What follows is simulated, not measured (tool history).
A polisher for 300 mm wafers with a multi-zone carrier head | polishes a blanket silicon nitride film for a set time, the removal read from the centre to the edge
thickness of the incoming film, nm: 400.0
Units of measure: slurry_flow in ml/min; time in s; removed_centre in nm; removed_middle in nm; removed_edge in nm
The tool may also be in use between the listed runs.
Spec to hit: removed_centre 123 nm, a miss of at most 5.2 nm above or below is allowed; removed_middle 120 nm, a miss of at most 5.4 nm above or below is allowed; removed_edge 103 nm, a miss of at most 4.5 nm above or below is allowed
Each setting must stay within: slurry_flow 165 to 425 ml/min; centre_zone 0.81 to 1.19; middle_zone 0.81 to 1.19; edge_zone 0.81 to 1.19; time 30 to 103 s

| run | hour | slurry_flow | centre_zone | middle_zone | edge_zone | time | removed_centre | removed_middle | removed_edge |
|---|---|---|---|---|---|---|---|---|---|
| 1 | 0 | 275 | 1 | 1 | 1 | 66 | 95.864 | 93.525 | 90.716 |
| 2 | 6.7 | 275 | 1.01 | 1.02 | 1 | 67 | 98.594 | 96.01 | 96.483 |
| 3 | 13.3 | 290 | 1.01 | 1.02 | 0.98 | 68 | 97.21 | 100.03 | 93.581 |
| 4 | 15.2 | 290 | 1.01 | 0.99 | 0.98 | 68 | 100.42 | 95.718 | 94.321 |
| 5 | 20.5 | 290 | 1.06 | 0.99 | 0.98 | 68 | 103.73 | 95.724 | 94.065 |
| 6 | 23.7 | 295 | 1.07 | 1 | 0.97 | 69 | 107.34 | 101.51 | 95.204 |
| 7 | 29.5 | 330 | 1.14 | 1.09 | 1.02 | 73 | 120.03 | 113.17 | 106.46 |
| 8 | 36.1 | 330 | 1.14 | 1.09 | 1.01 | 73 | 118.24 | 112.22 | 102.2 |

Consider the 5 candidate settings below. Which is the only one whose results all fall within their allowed miss of target?
| A | 42.7 | 325 | 1.18 | 1.06 | 1.04 | 69 | ? | ? | ? |
| B | 42.7 | 300 | 1.17 | 1.17 | 1.01 | 73 | ? | ? | ? |
| C | 42.7 | 330 | 1.19 | 1.01 | 0.99 | 74 | ? | ? | ? |
| D | 42.7 | 280 | 1.13 | 1.01 | 1.06 | 72 | ? | ? | ? |
| E | 42.7 | 350 | 1.13 | 1.08 | 1.09 | 70 | ? | ? | ? |

| move | removed_centre | removed_middle | removed_edge |
|---|---|---|---|
| A | 118.31 | 101.76 | 100.5 |
| B | 123.37 | 116.48 | 104.18 |
| C | 128.08 | 104.87 | 105.39 |
| D | 116.66 | 100.78 | 105 |
| E | 115.61 | 105.48 | 104.77 |
A: misses by more than the last run did
B: every result within its allowed miss
C: misses by more than the last run did
D: misses by more than the last run did
E: misses by more than the last run did
Go with B: it meets all targets.

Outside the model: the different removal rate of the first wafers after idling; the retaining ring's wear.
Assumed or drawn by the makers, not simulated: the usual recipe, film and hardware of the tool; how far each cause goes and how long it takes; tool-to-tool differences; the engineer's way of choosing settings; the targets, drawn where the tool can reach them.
